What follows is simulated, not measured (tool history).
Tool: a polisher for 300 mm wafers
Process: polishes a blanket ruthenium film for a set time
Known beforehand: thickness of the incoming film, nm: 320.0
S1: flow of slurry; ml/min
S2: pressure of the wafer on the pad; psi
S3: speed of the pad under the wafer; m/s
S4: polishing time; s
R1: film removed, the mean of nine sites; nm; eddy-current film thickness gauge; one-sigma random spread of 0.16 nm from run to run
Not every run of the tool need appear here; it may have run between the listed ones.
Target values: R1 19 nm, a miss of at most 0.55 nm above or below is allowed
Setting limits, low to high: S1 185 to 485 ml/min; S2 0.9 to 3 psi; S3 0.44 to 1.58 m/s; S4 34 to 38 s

run,hour,S1,S2,S3,S4,R1
1,0,310,1.9,1,38,38.366
2,4.5,310,2.2,1,38,43.308
3,6.2,310,2.2,1.08,38,47.885
4,13,310,1.9,1.02,38,38.705
5,15,310,1.7,0.98,38,33.685
6,23,270,1.7,0.98,38,33.713
7,24.4,270,1.5,0.94,38,28.195
8,28.6,270,0.9,0.92,38,16.911

5 candidate next runs follow, results not yet known. Just one meets every target within its allowed miss. Identify it.
A,32.8,245,1.1,0.7,34,?
B,32.8,310,0.9,0.8,36,?
C,32.8,235,1.3,0.68,38,?
D,32.8,260,1.2,0.78,38,?
E,32.8,185,1,0.92,37,?

move,R1
A,14.035
B,14.231
C,17.829
D,18.995
E,17.715
A: its largest miss is bigger than the last run's
B: its largest miss is bigger than the last run's
C: gains on the last run, yet a result remains outside its allowed miss
D: in spec on every target
E: gains on the last run, yet a result remains outside its allowed miss
D meets every target.
